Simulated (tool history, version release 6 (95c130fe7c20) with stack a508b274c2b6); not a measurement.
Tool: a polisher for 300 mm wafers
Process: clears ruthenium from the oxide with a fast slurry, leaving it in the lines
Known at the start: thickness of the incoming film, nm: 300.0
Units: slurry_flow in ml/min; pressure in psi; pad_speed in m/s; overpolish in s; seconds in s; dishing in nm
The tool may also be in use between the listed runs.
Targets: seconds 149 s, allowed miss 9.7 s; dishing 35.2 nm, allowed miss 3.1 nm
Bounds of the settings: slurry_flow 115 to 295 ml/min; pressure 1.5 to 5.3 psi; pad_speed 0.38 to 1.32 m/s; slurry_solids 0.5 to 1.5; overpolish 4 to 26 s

| run | day | slurry_flow | pressure | pad_speed | slurry_solids | overpolish | seconds | dishing |
|---|---|---|---|---|---|---|---|---|
| 1 | 0 | 190 | 3.4 | 0.84 | 1 | 13 | 99.065 | 31.299 |
| 2 | 0.238 | 190 | 3 | 0.82 | 1 | 15 | 111.89 | 31.812 |
| 3 | 0.362 | 190 | 2.7 | 0.8 | 1 | 17 | 128.24 | 32.456 |
| 4 | 0.471 | 190 | 2.6 | 0.8 | 1 | 18 | 132.64 | 31.629 |
| 5 | 0.808 | 190 | 2.6 | 0.8 | 1.1 | 18 | 126.22 | 33.605 |
| 6 | 0.942 | 190 | 2.6 | 0.8 | 1.2 | 18 | 124.15 | 34.311 |
| 7 | 1.212 | 190 | 2.4 | 0.8 | 1.2 | 19 | 131.61 | 35.463 |
| 8 | 1.462 | 190 | 2.3 | 0.8 | 1.2 | 20 | 138.65 | 33.71 |
|  | 1.65 | head pressure recalibrated |
| 9 | 1.65 | 190 | 2.2 | 0.8 | 1.2 | 21 | 123.34 | 37.688 |

5 next moves are on the table. One of them brings every result within its allowed miss. Which?
| A | 1.838 | 185 | 2.2 | 1.2 | 1 | 13 | ? | ? |
| B | 1.838 | 170 | 2 | 0.68 | 1.4 | 23 | ? | ? |
| C | 1.838 | 200 | 2.5 | 0.64 | 1.1 | 25 | ? | ? |
| D | 1.838 | 225 | 2.7 | 0.76 | 1.4 | 13 | ? | ? |
| E | 1.838 | 170 | 2.3 | 0.7 | 1.25 | 23 | ? | ? |

| move | seconds | dishing |
|---|---|---|
| A | 101.86 | 29.284 |
| B | 149.19 | 34.272 |
| C | 135.04 | 39.681 |
| D | 99.436 | 29.887 |
| E | 133.84 | 37.413 |
A: further off than the last run
B: meets every target
C: nearer than the last run, and not there yet
D: further off than the last run
E: nearer than the last run, and not there yet
Answer: B
